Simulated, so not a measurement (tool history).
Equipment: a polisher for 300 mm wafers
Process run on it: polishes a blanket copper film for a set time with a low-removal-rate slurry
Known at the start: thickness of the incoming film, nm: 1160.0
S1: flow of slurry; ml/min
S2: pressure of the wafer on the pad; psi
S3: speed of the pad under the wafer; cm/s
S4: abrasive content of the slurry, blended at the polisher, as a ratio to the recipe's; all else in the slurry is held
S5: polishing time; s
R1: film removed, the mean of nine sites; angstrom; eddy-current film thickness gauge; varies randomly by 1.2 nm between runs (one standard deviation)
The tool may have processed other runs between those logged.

run,hour,S1,S2,S3,S4,S5,R1
1,0,205,3,130,1,55,1719.5
2,3.8,200,2.9,130,1,55,1686.9
3,10,200,2.8,130,1,55,1608.6
4,12.1,200,2.8,130,1.15,55,1662.5
5,20.4,200,3.2,130,1.15,55,1884.6
6,28.3,200,3.2,130,1.05,55,1836.4
7,36,195,3,130,1.05,55,1713.8
8,40.8,185,2.9,130,1.05,55,1660.3
9,42.4,180,2.8,130,1.05,55,1590.6

Run 10, settings as shown, results not yet in. Your forecast:
10,47.6,175,2.8,130,1.05,55,?

{"run 10": {"R1": 1589.9}}
